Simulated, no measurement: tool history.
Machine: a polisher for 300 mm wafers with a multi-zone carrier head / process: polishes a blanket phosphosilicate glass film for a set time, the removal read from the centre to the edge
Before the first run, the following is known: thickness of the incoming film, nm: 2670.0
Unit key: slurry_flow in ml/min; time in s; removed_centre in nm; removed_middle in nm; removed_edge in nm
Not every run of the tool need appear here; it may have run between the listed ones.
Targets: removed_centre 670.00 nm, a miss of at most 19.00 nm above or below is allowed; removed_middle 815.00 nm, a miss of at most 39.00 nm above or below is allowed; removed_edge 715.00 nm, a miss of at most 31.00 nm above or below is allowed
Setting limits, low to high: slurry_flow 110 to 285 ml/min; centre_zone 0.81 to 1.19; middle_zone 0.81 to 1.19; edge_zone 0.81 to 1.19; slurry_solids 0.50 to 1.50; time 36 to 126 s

run  hour  slurry_flow  centre_zone  middle_zone  edge_zone  slurry_solids  time  removed_centre  removed_middle  removed_edge
  1   0.0          180         1.00         1.00       1.00           1.00    81          577.33          590.77        556.87
  2   1.5          180         1.00         1.00       0.97           1.00    81          573.28          569.50        547.46
  3   8.2          180         1.00         1.08       0.97           1.00    81          586.22          612.98        543.49
  4  16.9          190         0.98         1.09       1.03           1.10    81          604.41          676.12        593.55
  5  21.3          190         0.98         1.09       1.03           1.30    81          661.93          714.28        646.26
  6  21.9          200         0.97         1.10       1.06           1.30    81          662.67          734.80        668.33
  7  30.5          205         0.96         1.12       1.08           1.30    81          658.69          761.84        672.87
  8  32.6          210         0.95         1.13       1.10           1.30    81          662.67          760.47        701.03
  9  33.6          215         0.95         1.15       1.10           1.30    81          652.16          784.33        698.26

Which of these 5 next moves meets every target?
  A  34.6          170         0.88         1.11       1.16           1.45    82               ?               ?             ?
  B  34.6          230         0.88         1.15       1.11           1.35    82               ?               ?             ?
  C  34.6          230         0.90         1.18       1.12           1.35    80               ?               ?             ?
  D  34.6          205         0.93         1.17       1.11           1.35    84               ?               ?             ?
  E  34.6          135         0.92         1.18       1.06           1.30    89               ?               ?             ?

move  removed_centre  removed_middle  removed_edge
   A          623.49          775.74        731.64
   B          637.77          813.12        717.90
   C          636.61          811.02        703.31
   D          678.37          831.51        726.26
   E          637.18          803.89        696.16
A: its largest miss is bigger than the last run's
B: its largest miss is bigger than the last run's
C: its largest miss is bigger than the last run's
D: all results land within tolerance of their targets
E: its largest miss is bigger than the last run's
So the answer is move D, the one that meets all the targets.

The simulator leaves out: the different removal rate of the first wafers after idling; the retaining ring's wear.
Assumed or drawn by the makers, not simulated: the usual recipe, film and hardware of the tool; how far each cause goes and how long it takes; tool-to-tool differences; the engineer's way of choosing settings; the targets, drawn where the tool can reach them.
